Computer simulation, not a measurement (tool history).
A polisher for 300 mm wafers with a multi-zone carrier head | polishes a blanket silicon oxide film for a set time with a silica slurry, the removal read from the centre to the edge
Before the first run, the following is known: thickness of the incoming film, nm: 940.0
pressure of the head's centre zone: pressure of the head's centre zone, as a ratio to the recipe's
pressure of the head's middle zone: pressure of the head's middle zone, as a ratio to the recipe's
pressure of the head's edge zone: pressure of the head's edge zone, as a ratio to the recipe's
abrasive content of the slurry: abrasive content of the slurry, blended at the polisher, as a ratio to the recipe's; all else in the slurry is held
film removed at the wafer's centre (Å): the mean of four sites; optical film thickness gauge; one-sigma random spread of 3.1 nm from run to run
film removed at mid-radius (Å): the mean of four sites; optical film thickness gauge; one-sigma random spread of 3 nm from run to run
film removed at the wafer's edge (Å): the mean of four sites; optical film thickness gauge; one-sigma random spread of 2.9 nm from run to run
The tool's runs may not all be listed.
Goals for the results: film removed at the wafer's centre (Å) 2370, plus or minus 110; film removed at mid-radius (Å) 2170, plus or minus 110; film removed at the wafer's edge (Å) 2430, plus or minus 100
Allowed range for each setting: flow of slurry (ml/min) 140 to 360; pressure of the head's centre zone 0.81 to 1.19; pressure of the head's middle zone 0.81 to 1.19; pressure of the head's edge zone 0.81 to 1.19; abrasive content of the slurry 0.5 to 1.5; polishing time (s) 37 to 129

run,hour,flow of slurry (ml/min),pressure of the head's centre zone,pressure of the head's middle zone,pressure of the head's edge zone,abrasive content of the slurry,polishing time (s),film removed at the wafer's centre (Å),film removed at mid-radius (Å),film removed at the wafer's edge (Å)
1,0,230,1,1,1,1,83,3012.4,2897.6,3047
2,9,230,1,1,0.92,1,83,2997.6,3037.2,2818.9
3,11.9,230,1,1,0.89,1,83,3015.4,2950.5,2794.3
4,14.7,225,0.98,0.96,0.89,0.95,83,2851.7,2796.5,2797.7
5,20,225,0.98,0.96,0.89,1.05,83,2958.9,2784.4,2884.7
6,28.2,280,0.98,0.96,0.89,1.05,83,3032.2,2933.2,2973.6
7,32.7,275,0.97,0.93,0.88,0.95,82,2877.5,2806.4,2813.5
8,34.8,260,0.96,0.9,0.88,0.9,81,2774.2,2666.3,2715.2
9,36.3,250,0.95,0.88,0.89,0.85,79,2574.3,2427.5,2691.8
10,43.9,245,0.95,0.87,0.87,0.8,79,2521.2,2358.2,2560.3
11,52.5,235,0.95,0.86,0.86,0.8,79,2510,2308.9,2499.5
12,59.6,230,0.94,0.85,0.86,0.8,79,2532,2322,2541.5
13,61.6,230,0.94,0.85,0.86,0.8,79,2538.3,2314.4,2513.9

Below are 5 possible settings for the next run. Only one of them brings all results inside the allowed miss of their targets. Which is it?
A,63.6,245,1.05,0.98,0.81,0.75,73,?,?,?
B,63.6,200,0.94,0.84,0.9,0.85,75,?,?,?
C,63.6,145,1.06,0.91,0.81,0.85,82,?,?,?
D,63.6,235,1.03,0.98,0.81,0.75,75,?,?,?
E,63.6,180,1.06,0.99,0.81,0.65,80,?,?,?

move,film removed at the wafer's centre (Å),film removed at mid-radius (Å),film removed at the wafer's edge (Å)
A,2613,2421.4,2231.8
B,2407.3,2204.4,2434.5
C,2786.5,2430.5,2440.2
D,2618,2475.2,2284.1
E,2649.7,2465.6,2278.7
A: the biggest miss grows against the last run
B: all results land within tolerance of their targets
C: the biggest miss grows against the last run
D: the biggest miss grows against the last run
E: the biggest miss grows against the last run
So the answer is move B, the one that meets all the targets.
